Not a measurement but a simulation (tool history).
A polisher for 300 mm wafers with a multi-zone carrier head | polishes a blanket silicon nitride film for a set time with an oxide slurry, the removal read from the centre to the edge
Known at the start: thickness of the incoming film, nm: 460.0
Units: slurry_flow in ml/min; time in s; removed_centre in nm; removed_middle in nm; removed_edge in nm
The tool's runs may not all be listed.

run  hour  slurry_flow  centre_zone  middle_zone  edge_zone  slurry_solids  time  removed_centre  removed_middle  removed_edge
  1   0.0          265         1.00         1.00       1.00           1.00    50          29.394          29.574        28.548
  2   2.4          240         1.00         1.00       1.00           1.00    50          29.011          28.167        28.367
  3   6.0          240         1.00         1.00       1.00           1.00    37          21.807          21.155        21.065
  4  11.3          240         0.98         0.99       1.04           1.10    39          22.999          22.445        23.575
  5  17.4          240         0.98         0.99       1.04           1.30    39          25.205          24.723        25.068
  6  24.1          240         0.98         0.99       1.04           1.30    26          16.617          16.229        16.884
  7  30.7          240         0.96         0.98       1.07           1.35    31          19.183          20.326        20.725
  8  32.8          290         1.00         0.88       1.17           1.50    45          31.084          27.716        33.289

Run 9 has not been measured yet. What should we expect?
  9  34.6          300         0.98         0.89       1.17           1.50    46               ?               ?             ?

removed_centre: 30.922 nm
removed_middle: 29.248 nm
removed_edge: 34.448 nm
